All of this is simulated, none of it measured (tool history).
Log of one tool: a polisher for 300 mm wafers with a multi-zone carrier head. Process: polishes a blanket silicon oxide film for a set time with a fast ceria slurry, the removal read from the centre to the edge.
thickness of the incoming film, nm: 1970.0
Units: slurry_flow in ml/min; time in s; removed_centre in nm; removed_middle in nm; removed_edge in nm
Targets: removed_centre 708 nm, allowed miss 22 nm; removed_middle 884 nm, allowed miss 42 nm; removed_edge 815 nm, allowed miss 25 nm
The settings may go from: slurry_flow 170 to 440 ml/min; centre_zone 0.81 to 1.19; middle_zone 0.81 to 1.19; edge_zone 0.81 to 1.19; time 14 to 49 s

| run | hour | slurry_flow | centre_zone | middle_zone | edge_zone | time | removed_centre | removed_middle | removed_edge |
|---|---|---|---|---|---|---|---|---|---|
| 1 | 0 | 280 | 1 | 1 | 1 | 31 | 653.78 | 652.08 | 654.1 |
| 2 | 7.6 | 285 | 0.98 | 1.05 | 1.04 | 32 | 662.6 | 695.93 | 696.7 |
| 3 | 15.2 | 285 | 0.98 | 1.05 | 1 | 32 | 653.71 | 703.48 | 682.74 |
| 4 | 16.8 | 340 | 0.98 | 1.05 | 1 | 32 | 668.92 | 695.85 | 692.46 |
| 5 | 19.4 | 380 | 0.98 | 1.05 | 1 | 32 | 681.33 | 717.83 | 687.24 |
| 6 | 20.3 | 380 | 0.98 | 1.05 | 1 | 25 | 532.75 | 558.94 | 543.54 |
| 7 | 28.3 | 375 | 0.96 | 1.08 | 1.01 | 28 | 578.75 | 649.6 | 625 |
| 8 | 34 | 375 | 0.96 | 1.11 | 1.02 | 30 | 624.09 | 706.94 | 662.21 |
| 9 | 40.4 | 375 | 0.95 | 1.13 | 1.04 | 31 | 627.91 | 718.86 | 694.98 |

Which of these 4 next moves meets every target?
| A | 46.8 | 365 | 1.04 | 0.88 | 1.19 | 33 | ? | ? | ? |
| B | 46.8 | 365 | 1.01 | 1.01 | 1.07 | 32 | ? | ? | ? |
| C | 46.8 | 380 | 0.9 | 1.17 | 1.06 | 36 | ? | ? | ? |
| D | 46.8 | 410 | 0.84 | 1.15 | 1.13 | 36 | ? | ? | ? |

| move | removed_centre | removed_middle | removed_edge |
|---|---|---|---|
| A | 738.22 | 658.51 | 789.17 |
| B | 695.6 | 705.75 | 723.62 |
| C | 699.89 | 890.19 | 810.83 |
| D | 656.96 | 883.89 | 841.41 |
A: further off than the last run
B: nearer than the last run, and not there yet
C: meets every target
D: takes the result that was furthest off past its target
The right move is C.
